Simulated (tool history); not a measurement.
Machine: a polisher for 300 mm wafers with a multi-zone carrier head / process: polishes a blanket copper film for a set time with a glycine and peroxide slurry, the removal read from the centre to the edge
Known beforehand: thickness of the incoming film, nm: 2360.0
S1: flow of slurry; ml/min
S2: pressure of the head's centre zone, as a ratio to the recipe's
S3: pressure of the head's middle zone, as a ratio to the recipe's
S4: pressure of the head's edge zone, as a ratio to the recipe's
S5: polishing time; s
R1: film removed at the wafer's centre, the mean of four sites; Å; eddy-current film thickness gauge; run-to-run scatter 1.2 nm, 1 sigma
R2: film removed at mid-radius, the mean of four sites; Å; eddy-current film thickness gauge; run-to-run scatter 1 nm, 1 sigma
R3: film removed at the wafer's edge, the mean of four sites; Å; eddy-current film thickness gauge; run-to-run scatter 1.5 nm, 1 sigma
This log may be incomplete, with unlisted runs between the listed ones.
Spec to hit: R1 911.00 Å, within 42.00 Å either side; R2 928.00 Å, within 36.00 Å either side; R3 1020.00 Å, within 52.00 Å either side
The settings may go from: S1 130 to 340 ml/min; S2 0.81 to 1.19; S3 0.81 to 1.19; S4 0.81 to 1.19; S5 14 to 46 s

run,day,S1,S2,S3,S4,S5,R1,R2,R3
1,0.000,220,1.00,1.00,1.00,30,1254.40,1360.50,1342.50
2,0.096,215,0.98,0.95,0.98,28,1119.50,1241.90,1235.00
3,0.288,215,0.98,0.92,0.98,28,1134.60,1231.90,1246.10
4,0.346,215,0.98,0.92,0.93,28,1138.10,1229.90,1221.80
5,0.462,205,0.98,0.88,0.95,26,1066.00,1095.50,1123.20
6,0.658,195,0.96,0.86,0.97,25,988.86,1035.90,1091.40
7,0.717,185,0.96,0.84,0.97,25,955.50,998.21,1100.60
8,0.975,180,0.96,0.83,0.95,25,986.01,982.87,1123.20
9,1.346,185,0.97,0.86,0.94,22,855.88,895.53,941.35
10,1.446,190,0.97,0.85,0.96,22,896.17,895.63,968.97
11,1.683,190,0.96,0.85,0.97,22,868.04,897.00,971.54
12,1.883,195,0.96,0.85,0.98,22,862.22,902.14,998.69
13,1.962,195,0.96,0.85,0.98,22,856.38,913.24,942.21
14,2.312,190,0.96,0.85,0.98,22,858.82,872.60,963.05
15,2.442,195,0.96,0.85,0.98,22,858.72,924.64,987.31

Of the 4 settings listed for the next run, only one would bring every result within its allowed miss of target. Which one?
A,2.571,170,1.01,0.88,1.05,23,?,?,?
B,2.571,160,1.00,0.84,0.96,22,?,?,?
C,2.571,270,1.04,0.90,0.85,21,?,?,?
D,2.571,255,0.81,0.83,1.05,22,?,?,?

move,R1,R2,R3
A,947.99,931.10,1031.90
B,884.99,854.95,938.38
C,964.38,925.03,901.75
D,776.84,916.44,1035.20
A: meets every target
B: puts the biggest miss on target and leaves a different result outside tolerance
C: takes the result that was furthest off past its target
D: misses by more than the last run did
A meets every target.
